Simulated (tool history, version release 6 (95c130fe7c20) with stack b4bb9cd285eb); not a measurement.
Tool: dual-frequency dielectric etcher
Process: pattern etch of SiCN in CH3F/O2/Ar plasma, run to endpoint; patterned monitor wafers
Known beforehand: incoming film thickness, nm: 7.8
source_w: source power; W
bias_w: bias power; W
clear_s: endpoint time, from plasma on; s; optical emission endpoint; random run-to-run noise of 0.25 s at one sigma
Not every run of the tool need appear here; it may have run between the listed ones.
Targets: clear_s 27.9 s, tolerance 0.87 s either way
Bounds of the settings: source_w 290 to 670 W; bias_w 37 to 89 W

| run | hour | source_w | bias_w | clear_s |
|---|---|---|---|---|
| 1 | 0 | 480 | 63 | 21.461 |
| 2 | 6.2 | 440 | 58 | 23.207 |
| 3 | 12.8 | 440 | 62 | 22.355 |
| 4 | 14.1 | 390 | 62 | 23.386 |
| 5 | 17.9 | 330 | 62 | 25.555 |
| 6 | 18.6 | 320 | 61 | 26.392 |
| 7 | 27.4 | 310 | 60 | 26.607 |
| 8 | 31.8 | 310 | 59 | 26.876 |

5 candidate next runs follow, results not yet known. Just one meets every target within its allowed miss. Identify it.
| A | 36.2 | 290 | 52 | ? |
| B | 36.2 | 340 | 58 | ? |
| C | 36.2 | 330 | 59 | ? |
| D | 36.2 | 360 | 54 | ? |
| E | 36.2 | 290 | 58 | ? |

| move | clear_s |
|---|---|
| A | 29.469 |
| B | 25.95 |
| C | 26.122 |
| D | 26.074 |
| E | 28.036 |
A: moves the result that the last run missed by most past its target, out the other side
B: moves away from the targets compared with the last run
C: moves away from the targets compared with the last run
D: moves away from the targets compared with the last run
E: every result within its allowed miss
The right move is E.
